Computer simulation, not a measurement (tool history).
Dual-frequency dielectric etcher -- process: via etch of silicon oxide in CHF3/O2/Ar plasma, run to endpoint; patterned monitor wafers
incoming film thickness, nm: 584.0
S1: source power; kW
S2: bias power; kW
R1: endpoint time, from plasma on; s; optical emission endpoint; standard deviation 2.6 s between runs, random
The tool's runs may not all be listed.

| run | hour | S1 | S2 | R1 |
|---|---|---|---|---|
| 1 | 0.0 | 0.810 | 0.137 | 270.82 |
| 2 | 7.0 | 0.760 | 0.132 | 278.10 |
| 3 | 7.8 | 0.710 | 0.125 | 288.68 |
| 4 | 16.2 | 0.830 | 0.125 | 270.11 |
| 5 | 22.4 | 0.770 | 0.121 | 281.64 |
| 6 | 26.4 | 0.870 | 0.121 | 270.65 |
| 7 | 33.8 | 0.810 | 0.115 | 283.50 |
| 8 | 40.4 | 0.810 | 0.115 | 279.81 |

What does the tool deliver on the next run?
| 9 | 47.1 | 0.650 | 0.091 | ? |

Run 9 came out at R1 322.71 s.
